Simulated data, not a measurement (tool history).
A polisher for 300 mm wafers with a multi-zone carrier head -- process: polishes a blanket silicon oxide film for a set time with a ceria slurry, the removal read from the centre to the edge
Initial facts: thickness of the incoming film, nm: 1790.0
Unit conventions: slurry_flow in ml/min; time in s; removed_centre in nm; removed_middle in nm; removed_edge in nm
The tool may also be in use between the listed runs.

run	day	slurry_flow	centre_zone	middle_zone	edge_zone	time	removed_centre	removed_middle	removed_edge
1	0	160	1	1	1	67	436.41	439.34	432.27
2	0.079	160	1	0.97	1	67	441.12	432.64	426.77
3	0.3	160	1	0.97	0.96	67	435.62	433.2	419.24
4	0.454	160	0.94	0.97	0.96	67	414.43	436.38	415.85
5	0.746	160	0.98	0.97	0.96	67	432.8	427.08	416.23
6	0.85	160	0.98	0.97	0.9	67	435.24	435.69	412.92
7	1.217	150	0.99	0.95	0.92	67	434.47	420.7	397.15
8	1.592	150	0.99	0.93	0.96	67	433.18	414.78	413.66
9	1.638	145	1	0.91	0.97	67	431.76	401.26	407.84
10	1.954	140	1.01	0.9	0.98	67	442.33	396.86	407.86
11	2.029	135	1.01	0.89	0.99	67	430.92	391.76	420.04
12	2.358	135	1.01	0.88	0.99	67	430.85	390.35	419.34

For run 13, what comes out?
13	2.65	135	1.01	0.88	0.99	67	?	?	?

{"run 13": {"removed_centre": 435.18, "removed_middle": 390.61, "removed_edge": 411.98}}

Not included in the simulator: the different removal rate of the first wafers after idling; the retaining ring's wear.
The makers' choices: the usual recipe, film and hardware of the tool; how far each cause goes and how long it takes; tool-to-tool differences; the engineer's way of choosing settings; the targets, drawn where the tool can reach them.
